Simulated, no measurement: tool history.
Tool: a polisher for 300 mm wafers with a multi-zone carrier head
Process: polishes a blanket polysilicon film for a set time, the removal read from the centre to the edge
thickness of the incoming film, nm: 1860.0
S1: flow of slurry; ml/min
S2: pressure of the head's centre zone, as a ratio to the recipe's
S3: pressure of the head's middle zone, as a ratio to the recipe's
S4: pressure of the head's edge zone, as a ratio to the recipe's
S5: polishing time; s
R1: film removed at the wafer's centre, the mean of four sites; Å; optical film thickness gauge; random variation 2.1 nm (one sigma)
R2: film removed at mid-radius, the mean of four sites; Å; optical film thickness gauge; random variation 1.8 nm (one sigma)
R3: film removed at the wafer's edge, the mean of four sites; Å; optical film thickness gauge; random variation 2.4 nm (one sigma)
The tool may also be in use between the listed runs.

run 1 hour=0.0 | S1=185 S2=1.00 S3=1.00 S4=1.00 S5=60 | R1=3007.2 R2=2616.3 R3=2757.1
run 2 hour=8.7 | S1=175 S2=0.99 S3=1.02 S4=0.94 S5=59 | R1=2949.3 R2=2630.5 R3=2563.7
run 3 hour=11.3 | S1=175 S2=0.99 S3=1.02 S4=0.94 S5=69 | R1=3458.4 R2=3082.9 R3=3052.6
run 4 hour=12.8 | S1=165 S2=0.97 S3=1.01 S4=0.90 S5=65 | R1=3126.1 R2=2864.3 R3=2803.4
run 5 hour=14.7 | S1=200 S2=0.97 S3=1.01 S4=0.90 S5=65 | R1=3252.3 R2=2893.5 R3=2834.2
run 6 hour=23.7 | S1=200 S2=0.97 S3=1.01 S4=0.90 S5=52 | R1=2588.7 R2=2312.4 R3=2271.0
run 7 hour=30.6 | S1=210 S2=0.97 S3=1.04 S4=0.90 S5=52 | R1=2595.5 R2=2371.8 R3=2328.8

Forecast run 8:
run 8 hour=35.8 | S1=230 S2=1.01 S3=1.14 S4=0.81 S5=51 | R1=? R2=? R3=?

{"run 8": {"R1": 2674.0, "R2": 2603.1, "R3": 2197.3}}

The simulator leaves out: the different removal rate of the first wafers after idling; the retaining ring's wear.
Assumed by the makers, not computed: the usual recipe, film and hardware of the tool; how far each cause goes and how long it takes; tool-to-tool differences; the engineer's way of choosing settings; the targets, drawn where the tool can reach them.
